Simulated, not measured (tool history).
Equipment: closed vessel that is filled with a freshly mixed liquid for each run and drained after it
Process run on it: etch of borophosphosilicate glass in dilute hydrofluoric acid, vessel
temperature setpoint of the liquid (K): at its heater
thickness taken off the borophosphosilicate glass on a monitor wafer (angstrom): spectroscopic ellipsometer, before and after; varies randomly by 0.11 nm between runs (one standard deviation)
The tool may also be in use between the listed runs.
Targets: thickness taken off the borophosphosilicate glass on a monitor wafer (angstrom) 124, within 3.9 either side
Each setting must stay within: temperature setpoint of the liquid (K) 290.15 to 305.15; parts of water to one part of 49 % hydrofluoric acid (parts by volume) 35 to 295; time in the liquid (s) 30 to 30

run,hour,temperature setpoint of the liquid (K),parts of water to one part of 49 % hydrofluoric acid (parts by volume),time in the liquid (s),thickness taken off the borophosphosilicate glass on a monitor wafer (angstrom)
1,0,297.15,165,30,80.783
2,2.8,298.65,160,30,90.448
3,7,298.65,160,30,90.334
4,15.3,300.15,160,30,94.409
5,22.1,301.15,155,30,101.67
6,23.3,302.15,155,30,105.97
7,27.7,302.65,155,30,106.58
8,29.9,303.15,155,30,110.45

Consider the 5 candidate settings below. Which is the only one whose results all fall within their allowed miss of target?
A,32.1,304.65,140,30,?
B,32.1,300.65,120,30,?
C,32.1,304.65,165,30,?
D,32.1,303.15,185,30,?
E,32.1,304.65,145,30,?

move,thickness taken off the borophosphosilicate glass on a monitor wafer (angstrom)
A,131.12
B,135.64
C,107.56
D,88.716
E,125.73
A: takes the biggest miss from the last run beyond its target
B: takes the biggest miss from the last run beyond its target
C: further off than the last run
D: further off than the last run
E: each result inside its tolerance
The move that meets every target is E.
